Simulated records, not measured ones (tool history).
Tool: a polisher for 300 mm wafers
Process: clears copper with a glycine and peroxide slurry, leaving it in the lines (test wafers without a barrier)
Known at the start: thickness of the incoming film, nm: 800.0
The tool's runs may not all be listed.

run	hour	flow of slurry (ml/min)	pressure of the wafer on the pad (psi)	speed of the pad under the wafer (m/s)	overpolish time after the end point (s)	time until the end point was called (s)	dishing of a wide line in a test structure (angstrom)
1	0	180	3.2	1.22	14	132.53	613.44
2	4.7	180	3.2	0.96	14	159.61	500.53
3	6.5	180	3.6	0.96	15	145.77	591.13
4	10.2	185	3.9	0.98	16	131.48	666.74
5	14.1	185	4.1	0.98	17	128.17	744.98
6	15.7	185	4.1	0.98	19	129.91	804.69

The next listed run, before its measurement:
7	22.6	190	4.3	1	20	?	?

{"run 7": {"time until the end point was called (s)": 119.64, "dishing of a wide line in a test structure (angstrom)": 881.89}}
